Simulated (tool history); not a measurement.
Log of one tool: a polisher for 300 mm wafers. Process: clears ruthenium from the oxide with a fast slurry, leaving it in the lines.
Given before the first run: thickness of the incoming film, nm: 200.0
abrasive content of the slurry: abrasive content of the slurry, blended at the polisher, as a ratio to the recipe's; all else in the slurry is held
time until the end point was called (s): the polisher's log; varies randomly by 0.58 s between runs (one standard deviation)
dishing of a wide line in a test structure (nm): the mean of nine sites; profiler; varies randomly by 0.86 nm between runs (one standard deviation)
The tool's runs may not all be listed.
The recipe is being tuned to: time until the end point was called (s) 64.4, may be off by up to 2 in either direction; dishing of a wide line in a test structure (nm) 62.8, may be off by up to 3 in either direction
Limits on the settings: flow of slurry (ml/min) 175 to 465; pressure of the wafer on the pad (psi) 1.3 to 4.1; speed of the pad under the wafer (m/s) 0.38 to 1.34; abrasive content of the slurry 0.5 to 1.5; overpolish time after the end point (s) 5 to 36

run	day	flow of slurry (ml/min)	pressure of the wafer on the pad (psi)	speed of the pad under the wafer (m/s)	abrasive content of the slurry	overpolish time after the end point (s)	time until the end point was called (s)	dishing of a wide line in a test structure (nm)
1	0	295	2.7	0.86	1	18	63.399	46.34
2	0.108	295	2.7	0.86	1	20	61.235	49.547
3	0.233	295	2.6	0.86	1	22	63.886	53.963
4	0.583	295	2.6	0.86	1	23	63.792	55.002
5	0.65	295	2.6	0.86	1	24	63.476	57.762
6	0.95	295	2.6	0.86	1	32	62.906	71.304
7	1.221	295	2.6	0.86	1	31	63.52	70.856
8	1.312	295	2.6	0.86	1	30	64.311	67.437

Consider the 4 candidate settings below. Which is the only one whose results all fall within their allowed miss of target?
A	1.404	280	2.8	0.76	1.15	24	?	?
B	1.404	275	2.7	0.86	1.15	23	?	?
C	1.404	275	2.6	0.84	1.05	27	?	?
D	1.404	300	2.7	0.8	1.25	26	?	?

move	time until the end point was called (s)	dishing of a wide line in a test structure (nm)
A	64.967	58.684
B	60.251	60.275
C	64.914	64.584
D	61.719	65.242
A: moves the result that the last run missed by most past its target, out the other side
B: brings the last run's worst result on target, with another outside its allowed miss
C: meets every target
D: brings the last run's worst result on target, with another outside its allowed miss
C is the move that brings every result within its allowed miss.

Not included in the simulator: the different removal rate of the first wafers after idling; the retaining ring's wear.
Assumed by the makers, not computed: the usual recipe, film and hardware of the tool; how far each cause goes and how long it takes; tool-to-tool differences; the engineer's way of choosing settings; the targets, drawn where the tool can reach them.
